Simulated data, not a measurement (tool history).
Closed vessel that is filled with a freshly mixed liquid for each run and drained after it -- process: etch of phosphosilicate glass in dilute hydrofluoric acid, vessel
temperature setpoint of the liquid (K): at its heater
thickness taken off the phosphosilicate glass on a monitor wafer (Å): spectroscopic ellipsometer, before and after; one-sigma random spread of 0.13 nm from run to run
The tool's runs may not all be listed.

run  hour  temperature setpoint of the liquid (K)  parts of water to one part of 49 % hydrofluoric acid (parts by volume)  time in the liquid (s)  thickness taken off the phosphosilicate glass on a monitor wafer (Å)
  1     0                                  295.15                                                                     140                      30                                                                205.83
  2   7.5                                  295.15                                                                     140                      30                                                                205.98
  3   9.7                                  296.65                                                                     140                      30                                                                217.36
  4  17.6                                  296.65                                                                     140                      30                                                                217.04
  5    22                                  296.65                                                                     155                      30                                                                193.57
  6  24.2                                  293.65                                                                     155                      30                                                                170.37
  7    25                                  296.15                                                                     155                      30                                                                189.37
  8  30.5                                  298.15                                                                     155                      30                                                                204.81
  9  31.5                                  298.15                                                                     155                      30                                                                203.58
 10  36.6                                  299.65                                                                     155                      30                                                                216.27
 11  41.9                                  300.65                                                                     155                      30                                                                224.55

Run 12 is up next; what results do you expect?
 12  50.9                                  301.15                                                                     155                      30                                                                     ?

thickness taken off the phosphosilicate glass on a monitor wafer (Å): 228.39
